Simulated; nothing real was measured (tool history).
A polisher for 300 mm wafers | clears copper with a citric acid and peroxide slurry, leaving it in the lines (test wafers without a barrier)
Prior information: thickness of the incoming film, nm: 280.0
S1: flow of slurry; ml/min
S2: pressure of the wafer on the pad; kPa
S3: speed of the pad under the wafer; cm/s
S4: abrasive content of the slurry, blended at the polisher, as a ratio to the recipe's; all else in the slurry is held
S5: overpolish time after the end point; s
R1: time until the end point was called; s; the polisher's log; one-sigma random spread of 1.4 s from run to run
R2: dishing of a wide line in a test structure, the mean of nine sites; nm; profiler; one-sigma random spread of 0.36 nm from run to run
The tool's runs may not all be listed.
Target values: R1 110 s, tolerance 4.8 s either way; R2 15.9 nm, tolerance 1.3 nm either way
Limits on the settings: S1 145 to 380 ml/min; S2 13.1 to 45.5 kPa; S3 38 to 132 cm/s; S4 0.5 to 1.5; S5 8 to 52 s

Run 1, day 0: S1 245 ml/min, S2 29 kPa, S3 84 cm/s, S4 1, S5 26 s. Result: R1 106.6 s, R2 48.139 nm.
Run 2, day 0.175: S1 245 ml/min, S2 25.5 kPa, S3 90 cm/s, S4 1, S5 20 s. Result: R1 114.42 s, R2 35.952 nm.
Run 3, day 0.221: S1 235 ml/min, S2 21.4 kPa, S3 104 cm/s, S4 0.95, S5 16 s. Result: R1 117.3 s, R2 29.141 nm.
Run 4, day 0.262: S1 205 ml/min, S2 20 kPa, S3 114 cm/s, S4 0.85, S5 13 s. Result: R1 115.05 s, R2 23.594 nm.
Run 5, day 0.462: S1 205 ml/min, S2 20 kPa, S3 114 cm/s, S4 1, S5 13 s. Result: R1 112.4 s, R2 24.047 nm.
Run 6, day 0.642: S1 185 ml/min, S2 17.9 kPa, S3 120 cm/s, S4 1.1, S5 11 s. Result: R1 119.2 s, R2 19.365 nm.
Run 7, day 0.775: S1 145 ml/min, S2 20 kPa, S3 128 cm/s, S4 1.35, S5 8 s. Result: R1 103.02 s, R2 16.62 nm.
Run 8, day 0.833: S1 145 ml/min, S2 17.9 kPa, S3 128 cm/s, S4 1.35, S5 8 s. Result: R1 115.59 s, R2 15.858 nm.

4 next moves are on the table. One of them brings every result within its allowed miss. Which?
Run A, day 0.892: S1 145 ml/min, S2 24.1 kPa, S3 112 cm/s, S4 1.2, S5 8 s. Result: R1 ?, R2 ?.
Run B, day 0.892: S1 145 ml/min, S2 17.9 kPa, S3 122 cm/s, S4 1.4, S5 8 s. Result: R1 ?, R2 ?.
Run C, day 0.892: S1 170 ml/min, S2 17.9 kPa, S3 118 cm/s, S4 1.3, S5 8 s. Result: R1 ?, R2 ?.
Run D, day 0.892: S1 145 ml/min, S2 19.3 kPa, S3 124 cm/s, S4 1.4, S5 8 s. Result: R1 ?, R2 ?.

move      R1      R2
   A  97.501  17.914
   B   116.5  15.047
   C  118.33  14.829
   D  106.77  16.361
A: pushes the last run's worst result past its target
B: the biggest miss grows against the last run
C: the biggest miss grows against the last run
D: meets every target
The right move is D.
